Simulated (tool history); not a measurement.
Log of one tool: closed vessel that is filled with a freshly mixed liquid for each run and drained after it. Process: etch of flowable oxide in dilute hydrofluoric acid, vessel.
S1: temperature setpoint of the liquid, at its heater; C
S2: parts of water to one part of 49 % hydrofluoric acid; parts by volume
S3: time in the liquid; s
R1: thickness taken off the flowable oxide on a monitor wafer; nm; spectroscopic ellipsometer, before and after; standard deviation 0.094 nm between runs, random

run,hour,S1,S2,S3,R1
1,0.0,22.0,110,35,8.0564
2,5.4,24.5,90,35,11.1140
3,10.4,24.5,120,35,8.0962
4,15.6,26.0,100,35,10.4530
5,17.5,29.0,100,35,11.8010
6,21.9,29.5,85,35,14.4100
7,24.0,29.5,75,35,16.6680

What will run 8 give?
# hour 25.2: thermometer replaced
8,25.2,29.5,70,35,?

{"run 8": {"R1": 19.186}}
